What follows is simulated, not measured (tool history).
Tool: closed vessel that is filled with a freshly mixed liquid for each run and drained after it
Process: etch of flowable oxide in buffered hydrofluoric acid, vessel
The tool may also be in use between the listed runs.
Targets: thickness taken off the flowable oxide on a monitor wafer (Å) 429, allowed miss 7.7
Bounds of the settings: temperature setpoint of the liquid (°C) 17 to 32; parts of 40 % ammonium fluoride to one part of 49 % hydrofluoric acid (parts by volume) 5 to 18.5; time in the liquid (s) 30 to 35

run  hour  temperature setpoint of the liquid (°C)  parts of 40 % ammonium fluoride to one part of 49 % hydrofluoric acid (parts by volume)  time in the liquid (s)  thickness taken off the flowable oxide on a monitor wafer (Å)
  1     0                                       24                                                                                     11.5                      35                                                         669.35
  2   7.6                                       24                                                                                     11.5                      30                                                         570.15
  3  13.2                                     22.5                                                                                     11.5                      30                                                         521.95
  4  20.6                                     22.5                                                                                     11.5                      30                                                          525.2
  5  21.5                                       22                                                                                     11.5                      30                                                         512.25
  6  23.5                                     21.5                                                                                     11.5                      30                                                         492.27
  7  31.5                                       21                                                                                     11.5                      30                                                         486.23
  8  33.5                                     20.5                                                                                     11.5                      30                                                         473.28
  9  37.5                                       20                                                                                     11.5                      30                                                         457.76
 10  42.7                                     19.5                                                                                     11.5                      30                                                         447.65

4 next moves are on the table. One of them brings every result within its allowed miss. Which?
  A  47.9                                       18                                                                                     11.5                      30                                                              ?
  B  47.9                                       18                                                                                       11                      30                                                              ?
  C  47.9                                       18                                                                                     11.5                      35                                                              ?
  D  47.9                                       17                                                                                     12.5                      35                                                              ?

move  thickness taken off the flowable oxide on a monitor wafer (Å)
   A                                                         408.87
   B                                                         427.01
   C                                                         477.01
   D                                                         415.29
A: takes the result that was furthest off past its target
B: meets every target
C: further off than the last run
D: takes the result that was furthest off past its target
Move B is the one to make.

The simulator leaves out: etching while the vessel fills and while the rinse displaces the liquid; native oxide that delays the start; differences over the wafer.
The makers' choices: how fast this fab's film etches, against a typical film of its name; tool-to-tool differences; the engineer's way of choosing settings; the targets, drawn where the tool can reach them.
